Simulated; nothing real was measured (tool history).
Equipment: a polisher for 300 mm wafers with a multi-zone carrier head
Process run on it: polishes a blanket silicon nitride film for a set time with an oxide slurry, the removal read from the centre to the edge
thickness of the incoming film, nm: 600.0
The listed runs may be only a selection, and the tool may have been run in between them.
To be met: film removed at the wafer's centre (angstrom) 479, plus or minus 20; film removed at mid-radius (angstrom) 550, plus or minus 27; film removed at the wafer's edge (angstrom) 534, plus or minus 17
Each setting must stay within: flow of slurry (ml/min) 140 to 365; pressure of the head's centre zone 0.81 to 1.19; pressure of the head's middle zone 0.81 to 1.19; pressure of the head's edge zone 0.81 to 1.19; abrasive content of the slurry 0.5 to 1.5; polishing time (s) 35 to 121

run   hour  flow of slurry (ml/min)  pressure of the head's centre zone  pressure of the head's middle zone  pressure of the head's edge zone  abrasive content of the slurry  polishing time (s)  film removed at the wafer's centre (angstrom)  film removed at mid-radius (angstrom)  film removed at the wafer's edge (angstrom)
  1      0                      235                                   1                                   1                                 1                               1                  78                                         604.18                                 589.97                                        588.7
  2    1.1                      230                                0.97                                   1                              0.99                               1                  78                                         579.72                                 579.79                                       590.19
  3    5.9                      225                                0.95                                1.01                              0.97                            0.95                  78                                         543.99                                 549.81                                       555.91
  4   14.2                      220                                0.94                                1.03                              0.97                            0.95                  78                                         528.16                                 565.19                                       551.85
  5   18.3                      220                                0.94                                1.07                              0.97                            0.95                  78                                         524.88                                  590.6                                        553.7
  6   20.9                      220                                0.94                                1.07                              0.97                            0.85                  78                                          490.6                                 542.75                                       503.76
  7   24.3                      220                                0.93                                1.07                              0.98                            0.85                  78                                         477.87                                 533.67                                       507.83
      29.5  -- worn pad replaced by a new one
  8   29.5                      230                                0.91                                1.09                              1.04                             0.9                  78                                         577.96                                 674.24                                       639.79
  9   37.2                      215                                0.91                                1.09                              1.03                             0.9                  78                                         571.46                                 645.95                                       630.26
 10   45.6                      215                                 0.9                                1.08                              1.02                             0.9                  78                                         558.38                                 647.19                                       624.57
 11   50.7                      215                                 0.9                                1.07                              1.01                             0.9                  78                                         567.78                                 661.22                                        628.9
 12   51.9                      215                                 0.9                                1.07                              1.01                             0.9                  78                                         566.51                                 663.83                                       626.62
 13   56.2                      200                                 0.9                                1.07                                 1                             0.9                  77                                         561.75                                 633.84                                       605.38
 14   59.1                      215                                0.91                                1.07                                 1                             0.9                  77                                         562.87                                 641.56                                       612.56
 15   63.5                      235                                0.91                                1.06                              0.99                             0.9                  77                                         576.24                                 668.16                                       609.18
 16     65                      225                                0.91                                1.07                              0.99                             0.9                  77                                         568.41                                 641.78                                        615.1
 17   70.9                      215                                0.91                                1.07                              0.99                             0.9                  77                                         559.85                                 648.54                                       607.47
 18   74.4                      200                                0.91                                1.08                              0.99                             0.9                  77                                         549.26                                 634.27                                       608.74
 19   83.4                      190                                0.92                                1.09                              0.98                             0.9                  77                                         562.68                                 642.77                                        598.5
 20   84.6                      210                                0.91                                1.07                              0.98                             0.9                  77                                         565.58                                 661.19                                       608.37
 21   91.9                      210                                0.91                                1.07                              0.98                             0.9                  77                                         569.11                                 631.35                                       602.75
 22  100.2                      215                                0.92                                1.07                                 1                             0.9                  77                                         567.69                                 633.08                                       611.39
 23  106.9                      215                                0.92                                1.07                                 1                             0.9                  77                                         573.62                                 651.85                                       617.24
 24  114.3                      230                                0.91                                1.06                              0.99                             0.9                  81                                         590.86                                 678.61                                       649.01
 25  122.7                      230                                0.91                                1.06                              0.99                             0.9                  81                                         590.21                                 679.55                                       638.62

Which of these 4 next moves meets every target?
  A  131.1                      295                                0.85                                1.14                              0.81                             0.9                  68                                              ?                                      ?                                            ?
  B  131.1                      260                                0.92                                 1.1                              0.98                            0.75                  84                                              ?                                      ?                                            ?
  C  131.1                      205                                0.89                                1.06                              1.01                            1.05                  61                                              ?                                      ?                                            ?
  D  131.1                      210                                1.02                                0.87                              1.15                            1.25                  78                                              ?                                      ?                                            ?

move  film removed at the wafer's centre (angstrom)  film removed at mid-radius (angstrom)  film removed at the wafer's edge (angstrom)
   A                                         483.57                                 633.02                                       509.91
   B                                         544.71                                 641.84                                       581.79
   C                                         479.12                                 570.36                                       543.76
   D                                         777.56                                 700.79                                       822.36
A: takes the biggest miss from the last run beyond its target
B: moves toward the targets from the last run without getting all of them in spec
C: every result lands within tolerance
D: its largest miss is bigger than the last run's
Go with C: it meets all targets.
